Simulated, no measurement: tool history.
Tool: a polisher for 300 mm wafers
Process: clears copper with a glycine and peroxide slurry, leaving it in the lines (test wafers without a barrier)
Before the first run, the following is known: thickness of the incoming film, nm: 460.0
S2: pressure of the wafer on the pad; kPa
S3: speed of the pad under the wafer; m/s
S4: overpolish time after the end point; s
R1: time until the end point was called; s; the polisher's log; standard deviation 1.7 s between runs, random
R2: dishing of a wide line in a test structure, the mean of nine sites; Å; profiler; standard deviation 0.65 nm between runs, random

Run 1, day 0: flow of slurry (ml/min) 150, S2 19.3 kPa, S3 0.84 m/s, S4 16 s. Result: R1 90.934 s, R2 583.22 Å.
Run 2, day 0.138: flow of slurry (ml/min) 180, S2 19.3 kPa, S3 0.84 m/s, S4 16 s. Result: R1 87.68 s, R2 590.53 Å.
Run 3, day 0.417: flow of slurry (ml/min) 165, S2 19.3 kPa, S3 0.84 m/s, S4 16 s. Result: R1 89.642 s, R2 601.26 Å.
Run 4, day 0.517: flow of slurry (ml/min) 145, S2 19.3 kPa, S3 0.84 m/s, S4 16 s. Result: R1 89.963 s, R2 568.51 Å.
Run 5, day 0.788: flow of slurry (ml/min) 140, S2 16.5 kPa, S3 0.76 m/s, S4 18 s. Result: R1 111.82 s, R2 542.06 Å.
Run 6, day 1.129: flow of slurry (ml/min) 140, S2 16.5 kPa, S3 0.62 m/s, S4 18 s. Result: R1 128.27 s, R2 485.25 Å.
Run 7, day 1.45: flow of slurry (ml/min) 135, S2 14.5 kPa, S3 0.62 m/s, S4 19 s. Result: R1 141.87 s, R2 457.96 Å.
Run 8, day 1.654: flow of slurry (ml/min) 130, S2 13.1 kPa, S3 0.62 m/s, S4 20 s. Result: R1 155.49 s, R2 449.66 Å.

Expected results for the next run?
Run 9, day 1.738: flow of slurry (ml/min) 125, S2 12.4 kPa, S3 0.62 m/s, S4 21 s. Result: R1 ?, R2 ?.

R1: 158.38 s
R2: 445.31 Å
